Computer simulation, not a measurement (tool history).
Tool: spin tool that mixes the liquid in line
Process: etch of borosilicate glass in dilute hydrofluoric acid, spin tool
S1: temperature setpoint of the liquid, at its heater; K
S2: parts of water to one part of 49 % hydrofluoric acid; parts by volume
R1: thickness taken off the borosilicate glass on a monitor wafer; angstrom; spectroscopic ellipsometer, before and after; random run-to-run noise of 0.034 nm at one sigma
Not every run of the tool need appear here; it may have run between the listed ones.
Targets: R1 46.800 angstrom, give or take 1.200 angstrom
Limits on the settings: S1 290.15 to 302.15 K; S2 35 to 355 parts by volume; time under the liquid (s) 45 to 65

Run 1, hour 0.0: S1 294.15 K, S2 195 parts by volume, time under the liquid (s) 65. Result: R1 57.288 angstrom.
Run 2, hour 8.5: S1 291.65 K, S2 195 parts by volume, time under the liquid (s) 65. Result: R1 52.169 angstrom.
Run 3, hour 13.5: S1 290.65 K, S2 200 parts by volume, time under the liquid (s) 65. Result: R1 48.408 angstrom.
Run 4, hour 18.5: S1 293.15 K, S2 200 parts by volume, time under the liquid (s) 65. Result: R1 54.320 angstrom.
Run 5, hour 23.6: S1 292.65 K, S2 200 parts by volume, time under the liquid (s) 65. Result: R1 53.031 angstrom.
Run 6, hour 29.0: S1 292.65 K, S2 175 parts by volume, time under the liquid (s) 65. Result: R1 61.382 angstrom.
At hour 31.5: thermometer replaced.
Run 7, hour 31.5: S1 292.15 K, S2 180 parts by volume, time under the liquid (s) 65. Result: R1 62.189 angstrom.
Run 8, hour 32.6: S1 292.15 K, S2 185 parts by volume, time under the liquid (s) 65. Result: R1 59.496 angstrom.
Run 9, hour 33.9: S1 292.15 K, S2 190 parts by volume, time under the liquid (s) 65. Result: R1 58.082 angstrom.
Run 10, hour 42.5: S1 292.15 K, S2 195 parts by volume, time under the liquid (s) 65. Result: R1 56.636 angstrom.
Run 11, hour 50.7: S1 292.15 K, S2 200 parts by volume, time under the liquid (s) 65. Result: R1 54.401 angstrom.
Run 12, hour 51.5: S1 291.15 K, S2 210 parts by volume, time under the liquid (s) 65. Result: R1 49.609 angstrom.

Of the 4 settings listed for the next run, only one would bring every result within its allowed miss of target. Which one?
Run A, hour 52.3: S1 292.65 K, S2 170 parts by volume, time under the liquid (s) 45. Result: R1 ?.
Run B, hour 52.3: S1 293.65 K, S2 225 parts by volume, time under the liquid (s) 65. Result: R1 ?.
Run C, hour 52.3: S1 291.65 K, S2 155 parts by volume, time under the liquid (s) 45. Result: R1 ?.
Run D, hour 52.3: S1 290.15 K, S2 200 parts by volume, time under the liquid (s) 65. Result: R1 ?.

move      R1
   A  46.619
   B  50.096
   C  49.874
   D  50.361
A: all results land within tolerance of their targets
B: the biggest miss grows against the last run
C: the biggest miss grows against the last run
D: the biggest miss grows against the last run
A meets every target.
